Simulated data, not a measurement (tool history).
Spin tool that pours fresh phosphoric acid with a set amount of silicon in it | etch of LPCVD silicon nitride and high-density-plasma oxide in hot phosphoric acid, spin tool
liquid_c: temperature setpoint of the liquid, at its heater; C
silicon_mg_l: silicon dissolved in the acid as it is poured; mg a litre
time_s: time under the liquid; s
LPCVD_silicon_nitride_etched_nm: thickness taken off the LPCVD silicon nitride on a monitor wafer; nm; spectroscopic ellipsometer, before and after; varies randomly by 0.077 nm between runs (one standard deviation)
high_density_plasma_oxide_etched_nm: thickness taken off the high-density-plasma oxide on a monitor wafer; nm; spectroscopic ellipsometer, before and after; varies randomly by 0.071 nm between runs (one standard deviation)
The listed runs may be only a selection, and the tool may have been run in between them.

run	hour	liquid_c	silicon_mg_l	time_s	LPCVD_silicon_nitride_etched_nm	high_density_plasma_oxide_etched_nm
1	0	161	27	180	15.919	0.22757
2	3.8	161	33.5	180	15.8	0.1936
3	9.9	161	33.5	105	9.3104	0.10287
4	11.3	162.5	30	145	13.475	0.17939
5	12.5	162.5	30	215	19.941	0.30781
6	18.7	163.5	28.5	220	21.188	0.36918
7	23.7	164	28	225	22.009	0.37714

For run 8, what comes out?
8	25.7	164.5	26.5	230	?	?

{"run 8": {"LPCVD_silicon_nitride_etched_nm": 22.792, "high_density_plasma_oxide_etched_nm": 0.28987}}

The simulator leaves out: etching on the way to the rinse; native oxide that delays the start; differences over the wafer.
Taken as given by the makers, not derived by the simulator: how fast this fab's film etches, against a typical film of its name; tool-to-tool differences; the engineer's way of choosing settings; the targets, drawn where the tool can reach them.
